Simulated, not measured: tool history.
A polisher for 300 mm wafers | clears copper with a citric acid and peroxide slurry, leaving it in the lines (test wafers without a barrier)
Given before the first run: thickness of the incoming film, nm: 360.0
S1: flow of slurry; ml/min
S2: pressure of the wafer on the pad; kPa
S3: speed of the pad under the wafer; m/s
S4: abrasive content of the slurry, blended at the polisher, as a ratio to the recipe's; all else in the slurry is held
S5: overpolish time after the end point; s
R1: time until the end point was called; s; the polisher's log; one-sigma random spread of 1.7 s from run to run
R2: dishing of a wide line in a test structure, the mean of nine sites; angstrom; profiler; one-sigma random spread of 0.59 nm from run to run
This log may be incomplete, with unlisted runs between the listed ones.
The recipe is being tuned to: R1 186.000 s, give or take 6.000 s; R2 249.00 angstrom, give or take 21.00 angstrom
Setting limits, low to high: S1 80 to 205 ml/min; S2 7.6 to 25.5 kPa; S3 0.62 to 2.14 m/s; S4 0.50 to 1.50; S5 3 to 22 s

Run 1, hour 0.0: S1 135 ml/min, S2 16.5 kPa, S3 1.38 m/s, S4 1.00, S5 11 s. Result: R1 117.750 s, R2 239.69 angstrom.
Run 2, hour 7.7: S1 165 ml/min, S2 16.5 kPa, S3 1.38 m/s, S4 1.00, S5 11 s. Result: R1 111.900 s, R2 235.19 angstrom.
Run 3, hour 10.3: S1 165 ml/min, S2 16.5 kPa, S3 1.72 m/s, S4 1.00, S5 11 s. Result: R1 91.946 s, R2 277.91 angstrom.
Run 4, hour 11.7: S1 165 ml/min, S2 16.5 kPa, S3 1.72 m/s, S4 0.85, S5 11 s. Result: R1 95.378 s, R2 286.80 angstrom.
Run 5, hour 13.8: S1 155 ml/min, S2 14.5 kPa, S3 1.70 m/s, S4 0.80, S5 12 s. Result: R1 110.490 s, R2 249.86 angstrom.
Run 6, hour 15.2: S1 150 ml/min, S2 13.1 kPa, S3 1.68 m/s, S4 0.80, S5 14 s. Result: R1 125.730 s, R2 265.46 angstrom.
Run 7, hour 17.3: S1 145 ml/min, S2 11.7 kPa, S3 1.68 m/s, S4 0.80, S5 15 s. Result: R1 139.000 s, R2 258.48 angstrom.
Run 8, hour 18.8: S1 140 ml/min, S2 11.0 kPa, S3 1.68 m/s, S4 0.80, S5 16 s. Result: R1 146.090 s, R2 252.03 angstrom.
Run 9, hour 27.1: S1 135 ml/min, S2 10.3 kPa, S3 1.68 m/s, S4 0.80, S5 17 s. Result: R1 157.070 s, R2 240.29 angstrom.
Run 10, hour 33.0: S1 130 ml/min, S2 10.3 kPa, S3 1.68 m/s, S4 0.80, S5 18 s. Result: R1 160.830 s, R2 260.94 angstrom.
Run 11, hour 37.9: S1 125 ml/min, S2 10.3 kPa, S3 1.68 m/s, S4 0.80, S5 18 s. Result: R1 165.360 s, R2 262.26 angstrom.
Run 12, hour 45.4: S1 120 ml/min, S2 10.3 kPa, S3 1.68 m/s, S4 0.80, S5 18 s. Result: R1 163.220 s, R2 262.50 angstrom.
Run 13, hour 53.5: S1 115 ml/min, S2 10.3 kPa, S3 1.68 m/s, S4 0.80, S5 18 s. Result: R1 165.970 s, R2 251.58 angstrom.
Run 14, hour 55.9: S1 110 ml/min, S2 10.3 kPa, S3 1.68 m/s, S4 0.80, S5 18 s. Result: R1 168.220 s, R2 260.45 angstrom.
Run 15, hour 56.8: S1 105 ml/min, S2 10.3 kPa, S3 1.68 m/s, S4 0.80, S5 18 s. Result: R1 166.600 s, R2 250.43 angstrom.

Of the 4 settings listed for the next run, only one would bring every result within its allowed miss of target. Which one?
Run A, hour 57.7: S1 105 ml/min, S2 9.0 kPa, S3 1.86 m/s, S4 0.80, S5 18 s. Result: R1 ?, R2 ?.
Run B, hour 57.7: S1 115 ml/min, S2 10.3 kPa, S3 1.62 m/s, S4 0.85, S5 18 s. Result: R1 ?, R2 ?.
Run C, hour 57.7: S1 110 ml/min, S2 11.0 kPa, S3 1.44 m/s, S4 0.75, S5 19 s. Result: R1 ?, R2 ?.
Run D, hour 57.7: S1 105 ml/min, S2 11.0 kPa, S3 1.62 m/s, S4 0.70, S5 22 s. Result: R1 ?, R2 ?.

move       R1      R2
   A  178.400  244.09
   B  171.490  254.05
   C  187.040  248.27
   D  171.290  299.10
A: better than the last run, though not everything is in spec
B: better than the last run, though not everything is in spec
C: meets every target
D: better than the last run, though not everything is in spec
So the answer is move C, the one that meets all the targets.

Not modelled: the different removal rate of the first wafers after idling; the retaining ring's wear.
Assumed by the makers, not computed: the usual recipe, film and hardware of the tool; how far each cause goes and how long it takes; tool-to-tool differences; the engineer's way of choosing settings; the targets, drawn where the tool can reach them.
